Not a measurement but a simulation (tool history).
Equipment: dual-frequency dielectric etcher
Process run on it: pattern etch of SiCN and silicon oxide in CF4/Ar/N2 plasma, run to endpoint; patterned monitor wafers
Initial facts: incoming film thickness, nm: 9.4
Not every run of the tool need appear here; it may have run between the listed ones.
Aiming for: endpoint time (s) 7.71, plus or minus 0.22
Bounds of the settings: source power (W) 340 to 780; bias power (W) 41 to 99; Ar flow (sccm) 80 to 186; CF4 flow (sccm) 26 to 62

run,day,source power (W),bias power (W),Ar flow (sccm),CF4 flow (sccm),endpoint time (s)
1,0,560,70,133,44,9.8904
2,0.108,580,70,133,44,9.6909
3,0.446,530,70,133,44,10.13
4,0.646,530,70,119,44,9.9099
5,0.925,620,70,119,44,9.128
6,1.05,620,70,119,38,9.3088
7,1.238,640,71,118,38,9.1039
8,1.342,660,72,117,38,8.7496
9,1.508,680,72,117,38,8.5294
10,1.742,690,72,117,38,8.383
11,2.067,700,72,117,38,8.4569
12,2.167,710,73,117,38,8.3227
13,2.462,720,73,117,38,8.2596
14,2.588,730,73,117,38,8.1575
15,2.946,740,73,117,38,8.0748

Below are 4 possible settings for the next run. Only one of them brings all results inside the allowed miss of their targets. Which is it?
A,3.304,670,70,106,40,?
B,3.304,780,75,113,38,?
C,3.304,700,70,100,33,?
D,3.304,740,77,127,38,?

move,endpoint time (s)
A,8.4321
B,7.6652
C,8.2729
D,8.0869
A: lands further from the targets than the last run did
B: in spec on every target
C: lands further from the targets than the last run did
D: about as far from the targets as the last run
B meets every target.

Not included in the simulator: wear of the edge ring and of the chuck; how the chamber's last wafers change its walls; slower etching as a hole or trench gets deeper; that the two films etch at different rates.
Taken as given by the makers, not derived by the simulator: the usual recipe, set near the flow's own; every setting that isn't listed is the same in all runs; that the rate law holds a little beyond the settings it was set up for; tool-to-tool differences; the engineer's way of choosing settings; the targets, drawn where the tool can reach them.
